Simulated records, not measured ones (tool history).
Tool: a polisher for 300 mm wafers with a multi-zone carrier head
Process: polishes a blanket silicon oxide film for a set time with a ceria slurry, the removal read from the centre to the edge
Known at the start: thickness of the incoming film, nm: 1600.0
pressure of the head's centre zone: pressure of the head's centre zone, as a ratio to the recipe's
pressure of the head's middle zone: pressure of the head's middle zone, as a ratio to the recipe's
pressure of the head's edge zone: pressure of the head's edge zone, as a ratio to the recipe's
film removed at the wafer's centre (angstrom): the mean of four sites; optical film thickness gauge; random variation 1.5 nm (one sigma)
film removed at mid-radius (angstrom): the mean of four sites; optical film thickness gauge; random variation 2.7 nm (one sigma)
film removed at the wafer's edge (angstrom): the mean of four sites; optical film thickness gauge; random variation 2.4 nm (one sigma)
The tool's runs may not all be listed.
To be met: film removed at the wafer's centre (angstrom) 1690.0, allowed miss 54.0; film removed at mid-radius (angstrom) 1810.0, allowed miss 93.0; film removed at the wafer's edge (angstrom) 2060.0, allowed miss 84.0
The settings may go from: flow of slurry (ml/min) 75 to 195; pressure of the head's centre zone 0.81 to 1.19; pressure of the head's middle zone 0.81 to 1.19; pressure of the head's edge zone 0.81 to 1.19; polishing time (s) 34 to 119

run  hour  flow of slurry (ml/min)  pressure of the head's centre zone  pressure of the head's middle zone  pressure of the head's edge zone  polishing time (s)  film removed at the wafer's centre (angstrom)  film removed at mid-radius (angstrom)  film removed at the wafer's edge (angstrom)
  1   0.0                      125                                1.00                                1.00                              1.00                  76                                         2393.8                                 2463.4                                       2324.0
  2   7.5                      125                                0.91                                1.00                              1.00                  76                                         2221.8                                 2388.7                                       2401.5
  3   9.2                      125                                0.91                                1.00                              0.94                  76                                         2205.3                                 2389.1                                       2272.1
  4  10.9                      125                                0.91                                1.00                              0.94                  65                                         1851.7                                 2025.4                                       1931.2
  5  12.2                      125                                0.91                                1.04                              0.94                  65                                         1861.2                                 2110.0                                       1992.4
  6  20.1                      115                                0.90                                1.01                              0.98                  65                                         1802.4                                 2032.1                                       1956.5
  7  26.9                      115                                0.88                                0.97                              1.02                  65                                         1778.1                                 1939.4                                       1996.2
  8  30.6                      110                                0.87                                0.95                              1.04                  65                                         1697.6                                 1882.8                                       1971.2

Which of these 4 next moves meets every target?
  A  34.3                      110                                0.90                                0.93                              0.99                  62                                              ?                                      ?                                            ?
  B  34.3                      160                                0.82                                0.82                              1.06                  62                                              ?                                      ?                                            ?
  C  34.3                      110                                0.94                                0.90                              0.93                  61                                              ?                                      ?                                            ?
  D  34.3                      105                                0.88                                0.94                              0.97                  64                                              ?                                      ?                                            ?

move  film removed at the wafer's centre (angstrom)  film removed at mid-radius (angstrom)  film removed at the wafer's edge (angstrom)
   A                                         1698.0                                 1798.8                                       1870.9
   B                                         1707.8                                 1806.0                                       2062.2
   C                                         1745.2                                 1730.3                                       1787.7
   D                                         1686.5                                 1845.0                                       1894.2
A: further off than the last run
B: meets every target
C: further off than the last run
D: further off than the last run
Move B is the one to make.
